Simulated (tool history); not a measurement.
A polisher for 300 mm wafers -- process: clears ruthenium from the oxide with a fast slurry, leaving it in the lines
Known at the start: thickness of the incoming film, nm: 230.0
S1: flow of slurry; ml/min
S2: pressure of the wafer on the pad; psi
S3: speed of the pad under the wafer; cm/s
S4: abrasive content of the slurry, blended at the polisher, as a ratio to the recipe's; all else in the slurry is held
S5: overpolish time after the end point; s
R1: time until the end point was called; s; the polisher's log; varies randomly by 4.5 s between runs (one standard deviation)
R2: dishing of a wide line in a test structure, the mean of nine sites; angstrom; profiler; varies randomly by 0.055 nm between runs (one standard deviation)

run,hour,S1,S2,S3,S4,S5,R1,R2
1,0.0,140,1.8,78,1.00,15,108.12,243.200
2,1.4,135,1.7,74,0.95,14,125.11,209.320
3,7.8,140,1.6,70,0.90,13,147.45,168.730
4,8.5,150,1.5,66,0.85,12,172.76,147.210
5,10.6,150,1.3,66,0.85,12,191.90,121.960
6,11.3,145,1.2,62,0.85,11,227.30,101.450
7,16.1,185,0.9,40,0.60,4,564.16,14.794
8,20.0,185,1.0,40,0.60,4,527.98,16.489

Run 9, settings as shown, results not yet in. Your forecast:
9,21.3,190,1.1,40,0.60,4,?,?

{"run 9": {"R1": 481.21, "R2": 17.945}}
